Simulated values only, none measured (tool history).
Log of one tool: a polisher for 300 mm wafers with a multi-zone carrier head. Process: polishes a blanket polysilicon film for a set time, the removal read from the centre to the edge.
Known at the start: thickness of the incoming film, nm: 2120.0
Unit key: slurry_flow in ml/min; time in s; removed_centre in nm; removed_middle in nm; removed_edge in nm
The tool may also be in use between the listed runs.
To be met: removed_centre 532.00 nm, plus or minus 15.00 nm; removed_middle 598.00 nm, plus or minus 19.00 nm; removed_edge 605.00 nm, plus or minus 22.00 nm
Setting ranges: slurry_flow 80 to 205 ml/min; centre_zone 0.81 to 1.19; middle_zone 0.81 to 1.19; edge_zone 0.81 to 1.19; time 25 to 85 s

run 1 hour=0.0 | slurry_flow=135 centre_zone=1.00 middle_zone=1.00 edge_zone=1.00 time=55 | removed_centre=462.58 removed_middle=458.07 removed_edge=445.22
run 2 hour=6.7 | slurry_flow=135 centre_zone=1.04 middle_zone=1.00 edge_zone=1.00 time=55 | removed_centre=479.72 removed_middle=449.98 removed_edge=441.67
run 3 hour=15.2 | slurry_flow=110 centre_zone=1.04 middle_zone=1.00 edge_zone=1.00 time=55 | removed_centre=464.71 removed_middle=438.70 removed_edge=430.59
run 4 hour=22.2 | slurry_flow=110 centre_zone=1.04 middle_zone=1.03 edge_zone=1.00 time=55 | removed_centre=458.82 removed_middle=451.73 removed_edge=436.32
run 5 hour=28.3 | slurry_flow=110 centre_zone=1.04 middle_zone=1.03 edge_zone=1.00 time=65 | removed_centre=535.06 removed_middle=523.95 removed_edge=509.85
run 6 hour=34.2 | slurry_flow=115 centre_zone=1.03 middle_zone=1.04 edge_zone=1.02 time=65 | removed_centre=541.45 removed_middle=541.09 removed_edge=515.06
run 7 hour=39.2 | slurry_flow=115 centre_zone=1.01 middle_zone=1.03 edge_zone=1.04 time=66 | removed_centre=538.92 removed_middle=549.43 removed_edge=530.53
run 8 hour=44.0 | slurry_flow=115 centre_zone=1.00 middle_zone=1.03 edge_zone=1.06 time=67 | removed_centre=547.41 removed_middle=543.70 removed_edge=535.00

Which of these 5 next moves meets every target?
run A hour=48.8 | slurry_flow=85 centre_zone=0.98 middle_zone=1.03 edge_zone=1.06 time=77 | removed_centre=? removed_middle=? removed_edge=?
run B hour=48.8 | slurry_flow=90 centre_zone=0.93 middle_zone=1.02 edge_zone=1.05 time=77 | removed_centre=? removed_middle=? removed_edge=?
run C hour=48.8 | slurry_flow=110 centre_zone=0.86 middle_zone=0.97 edge_zone=0.97 time=77 | removed_centre=? removed_middle=? removed_edge=?
run D hour=48.8 | slurry_flow=110 centre_zone=0.91 middle_zone=1.10 edge_zone=1.03 time=69 | removed_centre=? removed_middle=? removed_edge=?
run E hour=48.8 | slurry_flow=110 centre_zone=0.85 middle_zone=1.12 edge_zone=1.01 time=73 | removed_centre=? removed_middle=? removed_edge=?

move=A removed_centre=572.19 removed_middle=593.05 removed_edge=600.67
move=B removed_centre=550.02 removed_middle=595.18 removed_edge=602.93
move=C removed_centre=531.09 removed_middle=593.23 removed_edge=598.74
move=D removed_centre=504.29 removed_middle=591.26 removed_edge=549.53
move=E removed_centre=498.12 removed_middle=635.49 removed_edge=576.33
A: meets the target for the result that was furthest off, but another lies outside its allowed miss
B: meets the target for the result that was furthest off, but another lies outside its allowed miss
C: all results land within tolerance of their targets
D: nearer the targets than the last run, but a result is still out of spec
E: nearer the targets than the last run, but a result is still out of spec
Go with C: it meets all targets.

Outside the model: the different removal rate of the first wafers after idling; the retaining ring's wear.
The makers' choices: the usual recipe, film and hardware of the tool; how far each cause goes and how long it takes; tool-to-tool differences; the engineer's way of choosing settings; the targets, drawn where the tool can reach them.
